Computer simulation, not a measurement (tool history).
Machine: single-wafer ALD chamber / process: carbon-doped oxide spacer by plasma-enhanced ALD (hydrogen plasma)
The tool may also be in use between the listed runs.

run,hour,heater temperature setpoint (K),number of ALD cycles (cycles),mean film thickness on the monitor wafer (Å)
1,0,648.15,390,202.81
2,3.2,648.15,354,183.38
3,5.6,648.15,311,161.37
4,12.5,648.15,265,137.09
5,14.8,648.15,307,157.98
6,21.9,648.15,337,173.7
7,29.7,648.15,359,185.17
8,36.3,648.15,377,195.27
9,43.9,648.15,439,227.86

Expected results for the next run?
10,49.5,648.15,445,?

Logged for run 10: mean film thickness on the monitor wafer (Å) 229.04.
